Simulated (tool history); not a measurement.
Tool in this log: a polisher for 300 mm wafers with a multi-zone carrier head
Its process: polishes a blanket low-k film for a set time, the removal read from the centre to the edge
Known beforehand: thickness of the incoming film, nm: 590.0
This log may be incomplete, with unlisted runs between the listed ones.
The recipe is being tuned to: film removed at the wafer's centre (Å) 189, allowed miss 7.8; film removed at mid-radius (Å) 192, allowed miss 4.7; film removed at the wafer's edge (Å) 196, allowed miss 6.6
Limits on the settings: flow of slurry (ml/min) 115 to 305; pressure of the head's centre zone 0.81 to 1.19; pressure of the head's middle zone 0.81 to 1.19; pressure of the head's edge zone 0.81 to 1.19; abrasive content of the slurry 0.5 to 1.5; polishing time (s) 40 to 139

| run | day | flow of slurry (ml/min) | pressure of the head's centre zone | pressure of the head's middle zone | pressure of the head's edge zone | abrasive content of the slurry | polishing time (s) | film removed at the wafer's centre (Å) | film removed at mid-radius (Å) | film removed at the wafer's edge (Å) |
|---|---|---|---|---|---|---|---|---|---|---|
| 1 | 0 | 195 | 1 | 1 | 1 | 1 | 89 | 359.58 | 341.58 | 346.76 |
| 2 | 0.221 | 185 | 0.96 | 0.97 | 0.95 | 0.85 | 82 | 290.87 | 283.21 | 293.37 |
| 3 | 0.467 | 185 | 0.96 | 0.97 | 0.95 | 1.05 | 82 | 322.65 | 317.35 | 327.54 |
| 4 | 0.688 | 185 | 0.96 | 0.97 | 0.95 | 1.25 | 82 | 349.69 | 340.55 | 360.91 |
| 5 | 0.75 | 180 | 0.94 | 0.95 | 0.93 | 1 | 76 | 285.29 | 279.32 | 291.88 |
| 6 | 0.829 | 180 | 0.89 | 0.95 | 0.93 | 1 | 76 | 273.22 | 279.87 | 293.42 |
| 7 | 0.925 | 180 | 0.89 | 0.95 | 0.93 | 1 | 76 | 273.82 | 280.7 | 293.26 |
| 8 | 1.267 | 175 | 0.88 | 0.94 | 0.9 | 0.85 | 73 | 231.8 | 241.96 | 251.63 |
| 9 | 1.379 | 175 | 0.88 | 0.94 | 0.9 | 0.85 | 73 | 234.01 | 243.34 | 251.89 |
| 10 | 1.683 | 170 | 0.88 | 0.93 | 0.87 | 0.75 | 73 | 215.21 | 223.45 | 232.28 |
| 11 | 1.796 | 165 | 0.89 | 0.93 | 0.85 | 0.7 | 73 | 205.11 | 211.51 | 219.79 |
| 12 | 1.921 | 160 | 0.9 | 0.93 | 0.84 | 0.65 | 73 | 193.34 | 200.56 | 205.44 |
| 13 | 2.133 | 150 | 0.91 | 0.93 | 0.84 | 0.65 | 73 | 196.55 | 197.97 | 203.69 |
| 14 | 2.321 | 125 | 0.89 | 0.93 | 0.81 | 0.6 | 73 | 175.31 | 181.11 | 185.16 |

Which of these 5 next moves meets every target?
| A | 2.508 | 130 | 0.83 | 0.93 | 0.81 | 0.55 | 83 | ? | ? | ? |
| B | 2.508 | 145 | 0.9 | 0.92 | 0.81 | 0.8 | 62 | ? | ? | ? |
| C | 2.508 | 115 | 0.86 | 0.87 | 0.82 | 0.85 | 65 | ? | ? | ? |
| D | 2.508 | 155 | 0.95 | 1.1 | 0.81 | 0.65 | 67 | ? | ? | ? |
| E | 2.508 | 155 | 0.83 | 1.01 | 0.83 | 0.6 | 74 | ? | ? | ? |

| move | film removed at the wafer's centre (Å) | film removed at mid-radius (Å) | film removed at the wafer's edge (Å) |
|---|---|---|---|
| A | 179.51 | 194.29 | 198.38 |
| B | 191.07 | 192.45 | 196.74 |
| C | 190.51 | 193.4 | 208.06 |
| D | 190 | 204.97 | 186.16 |
| E | 177.95 | 201.87 | 195.17 |
A: gets the furthest-off result to its target, but another result is out of tolerance
B: meets every target
C: gets the furthest-off result to its target, but another result is out of tolerance
D: takes the result that was furthest off past its target
E: takes the result that was furthest off past its target
Move B is the one to make.
